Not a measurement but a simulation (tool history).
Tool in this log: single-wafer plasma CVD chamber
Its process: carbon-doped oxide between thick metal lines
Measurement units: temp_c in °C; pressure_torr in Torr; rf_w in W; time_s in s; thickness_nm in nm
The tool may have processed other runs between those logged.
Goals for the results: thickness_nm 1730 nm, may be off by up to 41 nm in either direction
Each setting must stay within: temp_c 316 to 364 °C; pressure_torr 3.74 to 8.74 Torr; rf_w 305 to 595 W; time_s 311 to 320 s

Run 1, hour 0: temp_c 340 °C, pressure_torr 6.24 Torr, rf_w 450 W, time_s 311 s. Result: thickness_nm 1522.8 nm.
Run 2, hour 2.9: temp_c 339 °C, pressure_torr 6.32 Torr, rf_w 455 W, time_s 311 s. Result: thickness_nm 1546.9 nm.
Run 3, hour 9.6: temp_c 339 °C, pressure_torr 6.32 Torr, rf_w 455 W, time_s 311 s. Result: thickness_nm 1539.5 nm.
Run 4, hour 15.1: temp_c 338 °C, pressure_torr 6.39 Torr, rf_w 460 W, time_s 311 s. Result: thickness_nm 1569.8 nm.
Run 5, hour 20.1: temp_c 338 °C, pressure_torr 7.03 Torr, rf_w 460 W, time_s 311 s. Result: thickness_nm 1578.1 nm.
Run 6, hour 26.8: temp_c 345 °C, pressure_torr 7.03 Torr, rf_w 460 W, time_s 311 s. Result: thickness_nm 1543 nm.
Run 7, hour 29: temp_c 344 °C, pressure_torr 7.11 Torr, rf_w 465 W, time_s 311 s. Result: thickness_nm 1559.3 nm.
Run 8, hour 32.8: temp_c 343 °C, pressure_torr 7.18 Torr, rf_w 470 W, time_s 311 s. Result: thickness_nm 1589.1 nm.

Below are 5 possible settings for the next run. Only one of them brings all results inside the allowed miss of their targets. Which is it?
Run A, hour 36.6: temp_c 364 °C, pressure_torr 5.06 Torr, rf_w 505 W, time_s 311 s. Result: thickness_nm ?.
Run B, hour 36.6: temp_c 337 °C, pressure_torr 7.14 Torr, rf_w 495 W, time_s 320 s. Result: thickness_nm ?.
Run C, hour 36.6: temp_c 346 °C, pressure_torr 7.36 Torr, rf_w 450 W, time_s 311 s. Result: thickness_nm ?.
Run D, hour 36.6: temp_c 342 °C, pressure_torr 6.86 Torr, rf_w 410 W, time_s 311 s. Result: thickness_nm ?.
Run E, hour 36.6: temp_c 336 °C, pressure_torr 7.11 Torr, rf_w 530 W, time_s 320 s. Result: thickness_nm ?.

move  thickness_nm
   A        1548.7
   B        1725.3
   C          1529
   D        1421.9
   E        1814.4
A: moves away from the targets compared with the last run
B: hits every target within its allowed miss
C: moves away from the targets compared with the last run
D: moves away from the targets compared with the last run
E: carries the result that was furthest off beyond its target, to the other side
Move B is the one to make.

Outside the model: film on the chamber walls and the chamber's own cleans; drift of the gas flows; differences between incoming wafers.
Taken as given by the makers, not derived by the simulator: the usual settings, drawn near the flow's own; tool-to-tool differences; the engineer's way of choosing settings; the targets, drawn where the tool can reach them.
